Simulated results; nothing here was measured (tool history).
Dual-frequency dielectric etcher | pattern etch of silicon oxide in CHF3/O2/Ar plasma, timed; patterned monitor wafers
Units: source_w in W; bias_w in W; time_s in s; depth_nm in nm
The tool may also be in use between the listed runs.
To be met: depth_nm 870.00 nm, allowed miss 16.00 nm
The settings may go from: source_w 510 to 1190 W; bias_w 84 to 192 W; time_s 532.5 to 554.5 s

{"run": 1, "hour": 0.0, "source_w": 850, "bias_w": 138, "time_s": 532.5, "depth_nm": 1023.4}
{"run": 2, "hour": 1.9, "source_w": 770, "bias_w": 135, "time_s": 532.5, "depth_nm": 982.22}
{"run": 3, "hour": 9.7, "source_w": 870, "bias_w": 135, "time_s": 532.5, "depth_nm": 1026.0}
{"run": 4, "hour": 15.2, "source_w": 870, "bias_w": 153, "time_s": 532.5, "depth_nm": 1062.7}
{"run": 5, "hour": 16.8, "source_w": 780, "bias_w": 146, "time_s": 532.5, "depth_nm": 1014.2}
{"run": 6, "hour": 20.0, "source_w": 780, "bias_w": 156, "time_s": 532.5, "depth_nm": 1039.2}
{"run": 7, "hour": 26.9, "source_w": 710, "bias_w": 147, "time_s": 532.5, "depth_nm": 983.02}
{"run": 8, "hour": 29.9, "source_w": 660, "bias_w": 142, "time_s": 532.5, "depth_nm": 939.84}
{"run": 9, "hour": 33.9, "source_w": 620, "bias_w": 141, "time_s": 532.5, "depth_nm": 917.99}
{"run": 10, "hour": 37.5, "source_w": 600, "bias_w": 140, "time_s": 532.5, "depth_nm": 903.3}
{"run": 11, "hour": 40.7, "source_w": 580, "bias_w": 140, "time_s": 532.5, "depth_nm": 900.75}
{"run": 12, "hour": 45.2, "source_w": 510, "bias_w": 135, "time_s": 532.5, "depth_nm": 838.74}
{"run": 13, "hour": 49.4, "source_w": 510, "bias_w": 135, "time_s": 532.5, "depth_nm": 844.71}
{"run": 14, "hour": 56.7, "source_w": 570, "bias_w": 137, "time_s": 533.0, "depth_nm": 880.35}

5 next moves are on the table. One of them brings every result within its allowed miss. Which?
{"run": "A", "hour": 64.0, "source_w": 510, "bias_w": 143, "time_s": 554.5, "depth_nm": "?"}
{"run": "B", "hour": 64.0, "source_w": 610, "bias_w": 125, "time_s": 548.0, "depth_nm": "?"}
{"run": "C", "hour": 64.0, "source_w": 650, "bias_w": 113, "time_s": 532.5, "depth_nm": "?"}
{"run": "D", "hour": 64.0, "source_w": 520, "bias_w": 161, "time_s": 542.5, "depth_nm": "?"}
{"run": "E", "hour": 64.0, "source_w": 570, "bias_w": 150, "time_s": 532.5, "depth_nm": "?"}

move=A depth_nm=900.56
move=B depth_nm=909.80
move=C depth_nm=878.14
move=D depth_nm=920.92
move=E depth_nm=912.57
A: further off than the last run
B: further off than the last run
C: meets every target
D: further off than the last run
E: further off than the last run
Move C is the one to make.

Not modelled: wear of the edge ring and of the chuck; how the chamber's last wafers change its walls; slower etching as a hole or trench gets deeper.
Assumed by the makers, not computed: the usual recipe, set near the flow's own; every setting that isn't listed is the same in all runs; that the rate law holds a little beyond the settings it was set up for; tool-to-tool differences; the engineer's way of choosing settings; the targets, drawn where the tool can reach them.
